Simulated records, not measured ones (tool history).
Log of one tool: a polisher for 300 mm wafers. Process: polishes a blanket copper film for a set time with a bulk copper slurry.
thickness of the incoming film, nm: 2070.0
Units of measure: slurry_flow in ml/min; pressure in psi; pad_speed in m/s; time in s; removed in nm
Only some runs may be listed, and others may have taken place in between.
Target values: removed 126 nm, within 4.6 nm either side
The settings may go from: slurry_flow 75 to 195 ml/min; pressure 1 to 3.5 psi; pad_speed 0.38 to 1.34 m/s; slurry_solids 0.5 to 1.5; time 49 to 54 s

run,hour,slurry_flow,pressure,pad_speed,slurry_solids,time,removed
1,0,125,2.2,0.86,1,54,368.36
2,2.2,140,2.2,0.86,1,54,370.51
3,6.7,140,2.2,1,1,54,415
4,12.9,135,1.9,0.84,0.95,53,301.78
5,20.6,135,1.9,0.84,1.1,53,320.99
6,26.6,135,1.7,0.72,1.05,52,248.45
7,31.8,135,1.5,0.64,1.05,52,199.29
8,40.7,135,1.4,0.6,1.05,52,179.27
9,41.7,135,1.3,0.58,1.05,52,162.97
10,43.8,130,1.2,0.56,1.05,52,148.62
11,46.5,120,1.2,0.56,1.05,52,149.68
12,52.3,120,1.1,0.54,1.05,52,131.65
13,55.4,115,1.1,0.54,1.05,52,131.71

Exactly one of the 5 candidate moves below puts every result within its allowed miss. Which one?
A,58.5,150,1.1,0.56,1.05,51,?
B,58.5,140,1.1,0.62,0.9,51,?
C,58.5,105,1.1,0.58,1,53,?
D,58.5,130,1.4,0.38,1.05,51,?
E,58.5,90,1.3,0.44,1.5,53,?

move,removed
A,138
B,141.25
C,135.24
D,124.09
E,135.99
A: moves away from the targets compared with the last run
B: moves away from the targets compared with the last run
C: moves away from the targets compared with the last run
D: every result within its allowed miss
E: moves away from the targets compared with the last run
D is the move that brings every result within its allowed miss.

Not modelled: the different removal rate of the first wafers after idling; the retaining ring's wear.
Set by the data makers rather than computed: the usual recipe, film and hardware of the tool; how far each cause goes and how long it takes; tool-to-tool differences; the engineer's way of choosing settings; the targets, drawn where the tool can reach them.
